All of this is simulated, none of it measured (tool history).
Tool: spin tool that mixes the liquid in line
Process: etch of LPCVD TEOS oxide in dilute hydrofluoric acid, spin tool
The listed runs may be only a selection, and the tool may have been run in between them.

run    day  temperature setpoint of the liquid (K)  parts of water to one part of 49 % hydrofluoric acid (parts by volume)  time under the liquid (s)  thickness taken off the LPCVD TEOS oxide on a monitor wafer (angstrom)
  1  0.000                                  296.15                                                                     160                        110                                                                  354.77
  2  0.150                                  296.15                                                                     210                        110                                                                  256.21
  3  0.404                                  296.15                                                                     185                        110                                                                  298.23
  4  0.442                                  298.65                                                                     170                        110                                                                  361.20
  5  0.775                                  300.15                                                                     155                        110                                                                  426.30
  6  1.012                                  302.65                                                                     155                        110                                                                  466.21
  7  1.071                                  303.15                                                                     150                        110                                                                  495.29

Run 8, settings as shown, results not yet in. Your forecast:
  8  1.242                                  303.65                                                                     145                        110                                                                       ?

thickness taken off the LPCVD TEOS oxide on a monitor wafer (angstrom): 523.00
